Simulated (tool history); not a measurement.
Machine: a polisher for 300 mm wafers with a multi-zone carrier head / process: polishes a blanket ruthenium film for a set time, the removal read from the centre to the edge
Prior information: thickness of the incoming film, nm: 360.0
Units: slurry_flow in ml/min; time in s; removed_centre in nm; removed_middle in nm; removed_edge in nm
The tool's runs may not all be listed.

| run | hour | slurry_flow | centre_zone | middle_zone | edge_zone | time | removed_centre | removed_middle | removed_edge |
|---|---|---|---|---|---|---|---|---|---|
| 1 | 0 | 185 | 1 | 1 | 1 | 87 | 124.95 | 135.88 | 135.11 |
| 2 | 2.8 | 185 | 1 | 1 | 0.94 | 87 | 125.76 | 138.55 | 132.04 |
| 3 | 10.2 | 185 | 1 | 1 | 0.94 | 106 | 156.39 | 168.32 | 161.05 |
| 4 | 17.7 | 185 | 1.03 | 0.98 | 0.95 | 106 | 159.13 | 163.4 | 161.96 |
| 5 | 26.1 | 190 | 1.06 | 0.97 | 0.95 | 106 | 162.56 | 165.77 | 161.74 |
| 6 | 29.3 | 190 | 1.06 | 1.03 | 0.95 | 106 | 162.15 | 172.49 | 160.9 |
| 7 | 30.9 | 190 | 1.09 | 1 | 0.95 | 107 | 172.4 | 170.42 | 164.82 |

What does the tool deliver on the next run?
| 8 | 38.7 | 185 | 1.11 | 0.98 | 0.95 | 107 | ? | ? | ? |

Logged for run 8: removed_centre 172.08 nm, removed_middle 166.24 nm, removed_edge 166.09 nm.

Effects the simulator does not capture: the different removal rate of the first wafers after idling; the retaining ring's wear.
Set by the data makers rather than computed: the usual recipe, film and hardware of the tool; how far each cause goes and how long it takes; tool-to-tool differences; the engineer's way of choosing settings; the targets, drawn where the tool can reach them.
